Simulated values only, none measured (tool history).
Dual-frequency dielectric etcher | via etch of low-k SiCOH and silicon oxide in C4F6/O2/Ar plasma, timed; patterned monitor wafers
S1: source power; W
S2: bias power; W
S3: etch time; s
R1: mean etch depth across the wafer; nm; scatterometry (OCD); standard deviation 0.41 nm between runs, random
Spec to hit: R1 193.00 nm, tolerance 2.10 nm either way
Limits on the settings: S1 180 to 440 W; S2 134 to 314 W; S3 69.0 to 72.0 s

run,hour,S1,S2,S3,R1
1,0.0,310,224,69.0,175.60
2,3.6,310,224,72.0,183.76
3,8.1,330,224,72.0,187.55
4,12.7,330,203,72.0,179.46
5,15.0,330,203,69.0,171.98
6,17.3,300,203,69.0,167.36
7,25.0,330,208,69.0,173.98
8,27.0,350,209,69.0,177.29
9,29.6,410,214,69.0,187.76
10,35.3,420,215,69.0,189.17
11,38.6,420,216,69.0,190.17
12,46.2,420,216,69.0,190.87

Next run, 5 choices. One meets every target within its allowed miss, the rest don't. Which?
A,53.8,440,198,69.5,?
B,53.8,440,192,72.0,?
C,53.8,350,226,70.5,?
D,53.8,440,194,70.5,?
E,53.8,420,203,70.5,?

move,R1
A,187.88
B,192.25
C,187.09
D,189.03
E,189.64
A: further off than the last run
B: each result inside its tolerance
C: further off than the last run
D: further off than the last run
E: further off than the last run
B meets every target.

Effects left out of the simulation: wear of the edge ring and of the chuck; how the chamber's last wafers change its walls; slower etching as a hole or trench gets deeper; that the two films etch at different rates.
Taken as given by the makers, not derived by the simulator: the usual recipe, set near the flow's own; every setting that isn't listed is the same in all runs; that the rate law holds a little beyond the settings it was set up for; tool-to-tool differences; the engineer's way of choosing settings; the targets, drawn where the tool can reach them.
